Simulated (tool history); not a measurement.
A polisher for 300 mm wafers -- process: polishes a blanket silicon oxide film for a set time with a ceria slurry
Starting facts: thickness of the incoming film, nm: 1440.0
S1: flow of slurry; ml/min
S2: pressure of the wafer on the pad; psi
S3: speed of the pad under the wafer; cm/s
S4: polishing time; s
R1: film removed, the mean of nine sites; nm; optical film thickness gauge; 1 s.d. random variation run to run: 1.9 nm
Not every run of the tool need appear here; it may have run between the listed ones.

run,hour,S1,S2,S3,S4,R1
1,0.0,165,4.1,98,33,226.06
2,5.6,165,4.0,98,33,220.05
3,8.4,145,4.0,98,33,206.81
4,14.2,140,3.9,98,33,206.88
5,20.9,140,3.9,98,33,208.52
6,26.2,140,3.9,108,33,228.26
7,34.5,140,3.8,108,33,221.25

Expected results for the next run?
8,40.9,140,3.7,108,33,?

Run 8 measured R1 217.55 nm.
